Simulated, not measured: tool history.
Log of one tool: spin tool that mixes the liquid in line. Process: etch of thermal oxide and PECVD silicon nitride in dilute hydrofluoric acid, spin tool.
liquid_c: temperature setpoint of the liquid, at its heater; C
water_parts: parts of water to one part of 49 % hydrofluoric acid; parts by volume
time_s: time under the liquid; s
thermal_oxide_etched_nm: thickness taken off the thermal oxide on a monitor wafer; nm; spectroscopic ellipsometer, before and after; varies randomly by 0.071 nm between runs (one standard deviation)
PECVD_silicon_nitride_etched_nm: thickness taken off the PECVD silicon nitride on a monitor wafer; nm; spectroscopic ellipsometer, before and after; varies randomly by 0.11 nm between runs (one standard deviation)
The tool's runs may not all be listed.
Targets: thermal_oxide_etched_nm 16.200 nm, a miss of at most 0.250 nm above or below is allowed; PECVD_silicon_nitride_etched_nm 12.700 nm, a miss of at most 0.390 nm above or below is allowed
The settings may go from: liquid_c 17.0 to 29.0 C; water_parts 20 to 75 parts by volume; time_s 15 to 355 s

run    day  liquid_c  water_parts  time_s  thermal_oxide_etched_nm  PECVD_silicon_nitride_etched_nm
  1  0.000      21.0           45     180                   18.864                           13.561
  2  0.188      21.5           45     180                   19.310                           13.849
  3  0.392      22.0           45     180                   19.866                           14.096
  4  0.579      21.0           45     180                   19.086                           13.327
  5  0.742      21.5           50     180                   17.296                           12.662
  6  0.792      23.5           50     180                   18.714                           14.368
  7  1.162      23.0           55     185                   17.132                           12.816
  8  1.425      24.5           60     185                   16.545                           13.211

Consider the 5 candidate settings below. Which is the only one whose results all fall within their allowed miss of target?
  A  1.688      22.5           50     175                        ?                                ?
  B  1.688      28.0           45     115                        ?                                ?
  C  1.688      21.5           60     215                        ?                                ?
  D  1.688      27.5           75     200                        ?                                ?
  E  1.688      24.0           60     185                        ?                                ?

move  thermal_oxide_etched_nm  PECVD_silicon_nitride_etched_nm
   A                   17.519                           12.928
   B                   16.123                           13.609
   C                   16.990                           12.414
   D                   15.801                           13.827
   E                   16.207                           12.654
A: its largest miss is bigger than the last run's
B: gets the furthest-off result to its target, but another result is out of tolerance
C: its largest miss is bigger than the last run's
D: pushes the last run's worst result past its target
E: every result within its allowed miss
E meets every target.
